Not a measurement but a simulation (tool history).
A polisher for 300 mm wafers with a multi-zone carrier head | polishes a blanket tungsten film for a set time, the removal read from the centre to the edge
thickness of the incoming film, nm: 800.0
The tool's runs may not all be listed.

run,hour,flow of slurry (ml/min),pressure of the head's centre zone,pressure of the head's middle zone,pressure of the head's edge zone,abrasive content of the slurry,polishing time (s),film removed at the wafer's centre (angstrom),film removed at mid-radius (angstrom),film removed at the wafer's edge (angstrom)
1,0.0,195,1.00,1.00,1.00,1.00,43,2227.3,2175.50,2168.50
2,7.3,190,1.02,0.96,0.97,0.90,39,2002.4,1869.80,1897.30
3,11.9,190,1.02,0.96,1.01,0.90,39,1963.2,1836.40,1949.90
4,19.9,190,1.02,0.96,1.01,0.90,50,2526.9,2408.80,2503.90
5,23.1,190,1.02,0.96,0.93,0.90,50,2565.2,2386.10,2361.60
6,26.0,185,1.04,0.93,0.91,0.80,44,2214.1,1984.70,2014.40
7,34.9,185,1.06,0.91,0.89,0.75,39,1950.7,1692.40,1768.10
8,36.8,185,1.06,0.91,0.89,0.75,39,1925.1,1706.30,1749.20
9,41.1,170,1.13,0.81,0.83,0.50,27,1237.5,895.59,982.87
10,47.8,190,1.13,0.82,0.85,0.50,27,1273.4,947.26,1031.20
11,52.0,205,1.13,0.82,0.87,0.50,27,1280.8,947.23,1056.90

What will run 12 give?
12,59.6,255,1.16,0.91,0.94,0.65,27,?,?,?

film removed at the wafer's centre (angstrom): 1485.5
film removed at mid-radius (angstrom): 1160.50
film removed at the wafer's edge (angstrom): 1196.70

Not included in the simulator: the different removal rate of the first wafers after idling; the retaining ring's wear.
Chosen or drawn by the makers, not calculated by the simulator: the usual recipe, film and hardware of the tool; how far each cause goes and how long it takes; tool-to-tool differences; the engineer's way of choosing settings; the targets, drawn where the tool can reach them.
